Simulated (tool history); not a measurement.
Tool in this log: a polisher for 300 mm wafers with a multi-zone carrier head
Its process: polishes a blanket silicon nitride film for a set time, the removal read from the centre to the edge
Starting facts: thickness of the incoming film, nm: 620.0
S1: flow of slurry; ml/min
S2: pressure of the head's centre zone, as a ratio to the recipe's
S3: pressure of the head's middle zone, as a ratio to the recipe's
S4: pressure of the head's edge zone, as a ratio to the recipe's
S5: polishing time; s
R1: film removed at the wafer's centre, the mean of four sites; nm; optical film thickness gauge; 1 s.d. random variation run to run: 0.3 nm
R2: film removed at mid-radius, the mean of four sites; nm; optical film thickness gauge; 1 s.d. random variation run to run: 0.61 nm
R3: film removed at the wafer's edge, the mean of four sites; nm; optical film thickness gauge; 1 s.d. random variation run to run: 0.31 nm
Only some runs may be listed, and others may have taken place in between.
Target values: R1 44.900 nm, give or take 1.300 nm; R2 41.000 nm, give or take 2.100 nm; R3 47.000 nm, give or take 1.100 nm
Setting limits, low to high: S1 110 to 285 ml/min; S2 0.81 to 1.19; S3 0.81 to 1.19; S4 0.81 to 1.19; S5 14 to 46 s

{"run": 1, "hour": 0.0, "S1": 180, "S2": 1.0, "S3": 1.0, "S4": 1.0, "S5": 30, "R1": 41.584, "R2": 41.625, "R3": 39.638}
{"run": 2, "hour": 3.0, "S1": 180, "S2": 1.06, "S3": 1.0, "S4": 1.0, "S5": 30, "R1": 44.139, "R2": 40.6, "R3": 40.126}
{"run": 3, "hour": 7.8, "S1": 180, "S2": 1.06, "S3": 1.0, "S4": 1.0, "S5": 25, "R1": 36.14, "R2": 34.627, "R3": 33.258}
{"run": 4, "hour": 13.4, "S1": 185, "S2": 1.05, "S3": 0.99, "S4": 1.02, "S5": 26, "R1": 37.487, "R2": 34.783, "R3": 34.99}
{"run": 5, "hour": 15.7, "S1": 185, "S2": 1.05, "S3": 0.99, "S4": 1.02, "S5": 23, "R1": 33.293, "R2": 31.045, "R3": 31.0}
{"run": 6, "hour": 22.8, "S1": 185, "S2": 1.04, "S3": 0.99, "S4": 1.04, "S5": 24, "R1": 34.557, "R2": 32.926, "R3": 32.64}
{"run": 7, "hour": 23.5, "S1": 185, "S2": 1.03, "S3": 0.98, "S4": 1.06, "S5": 25, "R1": 35.869, "R2": 35.222, "R3": 33.664}
{"run": 8, "hour": 25.0, "S1": 190, "S2": 1.01, "S3": 0.96, "S4": 1.03, "S5": 26, "R1": 36.659, "R2": 35.29, "R3": 35.259}
{"run": 9, "hour": 31.5, "S1": 195, "S2": 1.0, "S3": 0.94, "S4": 1.04, "S5": 27, "R1": 37.838, "R2": 35.458, "R3": 36.553}
{"run": 10, "hour": 36.9, "S1": 200, "S2": 0.99, "S3": 0.93, "S4": 1.05, "S5": 28, "R1": 39.011, "R2": 36.637, "R3": 38.659}
{"run": 11, "hour": 40.7, "S1": 205, "S2": 0.99, "S3": 0.93, "S4": 1.06, "S5": 28, "R1": 39.451, "R2": 37.363, "R3": 38.598}
{"run": 12, "hour": 47.3, "S1": 210, "S2": 0.98, "S3": 0.92, "S4": 1.07, "S5": 28, "R1": 38.996, "R2": 36.483, "R3": 38.472}
{"run": 13, "hour": 49.4, "S1": 210, "S2": 0.97, "S3": 0.91, "S4": 1.07, "S5": 29, "R1": 40.288, "R2": 36.928, "R3": 40.492}
{"run": 14, "hour": 56.7, "S1": 215, "S2": 0.97, "S3": 0.91, "S4": 1.08, "S5": 29, "R1": 40.267, "R2": 38.014, "R3": 40.399}
{"run": 15, "hour": 60.5, "S1": 215, "S2": 0.97, "S3": 0.9, "S4": 1.09, "S5": 29, "R1": 40.552, "R2": 37.581, "R3": 40.666}
{"run": 16, "hour": 66.3, "S1": 215, "S2": 0.97, "S3": 0.9, "S4": 1.1, "S5": 29, "R1": 40.448, "R2": 38.012, "R3": 40.706}

Exactly one of the 5 candidate moves below puts every result within its allowed miss. Which one?
{"run": "A", "hour": 72.1, "S1": 210, "S2": 0.98, "S3": 0.89, "S4": 1.18, "S5": 32, "R1": "?", "R2": "?", "R3": "?"}
{"run": "B", "hour": 72.1, "S1": 195, "S2": 0.89, "S3": 0.92, "S4": 1.19, "S5": 30, "R1": "?", "R2": "?", "R3": "?"}
{"run": "C", "hour": 72.1, "S1": 245, "S2": 1.13, "S3": 1.12, "S4": 1.19, "S5": 26, "R1": "?", "R2": "?", "R3": "?"}
{"run": "D", "hour": 72.1, "S1": 190, "S2": 0.9, "S3": 0.95, "S4": 1.19, "S5": 32, "R1": "?", "R2": "?", "R3": "?"}
{"run": "E", "hour": 72.1, "S1": 270, "S2": 1.09, "S3": 1.05, "S4": 1.15, "S5": 24, "R1": "?", "R2": "?", "R3": "?"}

move=A R1=44.657 R2=41.371 R3=46.987
move=B R1=38.358 R2=39.457 R3=43.859
move=C R1=41.676 R2=41.604 R3=38.791
move=D R1=41.099 R2=43.059 R3=46.627
move=E R1=37.803 R2=36.756 R3=35.562
A: all results in spec
B: closes in on the targets versus the last run, not all within tolerance yet
C: moves away from the targets compared with the last run
D: the furthest-off result lands on target, but another misses its tolerance
E: moves away from the targets compared with the last run
The right move is A.

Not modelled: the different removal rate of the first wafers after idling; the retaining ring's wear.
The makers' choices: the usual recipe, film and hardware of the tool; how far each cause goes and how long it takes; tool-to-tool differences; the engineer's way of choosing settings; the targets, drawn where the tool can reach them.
